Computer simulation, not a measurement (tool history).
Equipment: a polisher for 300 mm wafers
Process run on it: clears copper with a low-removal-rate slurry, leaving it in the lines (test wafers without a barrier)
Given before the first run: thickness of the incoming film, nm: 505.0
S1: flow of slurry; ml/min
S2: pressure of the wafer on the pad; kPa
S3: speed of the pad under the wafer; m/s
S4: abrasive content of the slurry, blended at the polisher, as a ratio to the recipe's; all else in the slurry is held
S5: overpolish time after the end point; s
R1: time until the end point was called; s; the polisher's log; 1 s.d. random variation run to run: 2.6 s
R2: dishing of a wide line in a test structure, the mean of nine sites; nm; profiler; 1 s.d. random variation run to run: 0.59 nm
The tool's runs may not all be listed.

Run 1, day 0: S1 270 ml/min, S2 19.3 kPa, S3 1.08 m/s, S4 1, S5 8 s. Result: R1 152.25 s, R2 17.436 nm.
Run 2, day 0.162: S1 270 ml/min, S2 18.6 kPa, S3 1.08 m/s, S4 1, S5 10 s. Result: R1 156.93 s, R2 21.051 nm.
Run 3, day 0.279: S1 270 ml/min, S2 18.6 kPa, S3 0.88 m/s, S4 1, S5 10 s. Result: R1 181.53 s, R2 17.167 nm.
Run 4, day 0.512: S1 265 ml/min, S2 19.3 kPa, S3 0.9 m/s, S4 1, S5 11 s. Result: R1 177.6 s, R2 19.869 nm.
Run 5, day 0.629: S1 265 ml/min, S2 19.3 kPa, S3 0.9 m/s, S4 0.8, S5 11 s. Result: R1 187.24 s, R2 18.686 nm.
Run 6, day 0.717: S1 265 ml/min, S2 20 kPa, S3 0.92 m/s, S4 0.8, S5 12 s. Result: R1 187.68 s, R2 22.115 nm.
Run 7, day 0.846: S1 265 ml/min, S2 21.4 kPa, S3 0.92 m/s, S4 0.8, S5 12 s. Result: R1 169.25 s, R2 23.026 nm.

Predict the results of run 8:
Run 8, day 0.975: S1 265 ml/min, S2 21.4 kPa, S3 0.94 m/s, S4 0.8, S5 13 s. Result: R1 ?, R2 ?.

R1: 169.71 s
R2: 25.029 nm
